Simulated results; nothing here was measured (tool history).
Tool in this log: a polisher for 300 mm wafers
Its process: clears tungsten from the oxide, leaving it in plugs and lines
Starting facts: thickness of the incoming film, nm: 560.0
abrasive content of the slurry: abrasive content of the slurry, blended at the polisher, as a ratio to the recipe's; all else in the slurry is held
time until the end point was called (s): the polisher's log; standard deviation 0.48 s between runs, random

run  hour  flow of slurry (ml/min)  pressure of the wafer on the pad (psi)  speed of the pad under the wafer (cm/s)  abrasive content of the slurry  overpolish time after the end point (s)  time until the end point was called (s)
  1   0.0                      180                                     4.2                                      126                             1.0                                       18                                   78.804
  2   1.2                      185                                     4.5                                      126                             1.0                                       18                                   76.227
  3   3.5                      185                                     4.9                                      126                             1.0                                       18                                   70.804
  4   7.4                      185                                     4.9                                      152                             1.0                                       18                                   59.514
  5  11.0                      185                                     4.2                                      152                             1.0                                       18                                   66.675
  6  14.8                      185                                     4.4                                      152                             1.0                                       18                                   64.597
  7  16.6                      185                                     4.6                                      152                             1.0                                       18                                   62.413
  8  19.7                      185                                     4.7                                      152                             1.0                                       18                                   60.694
  9  27.5                      185                                     4.8                                      152                             1.0                                       18                                   60.206

Run 10, settings as shown, results not yet in. Your forecast:
 10  34.4                      185                                     4.9                                      152                             1.0                                       18                                        ?

Run 10 produced time until the end point was called (s) 58.811.
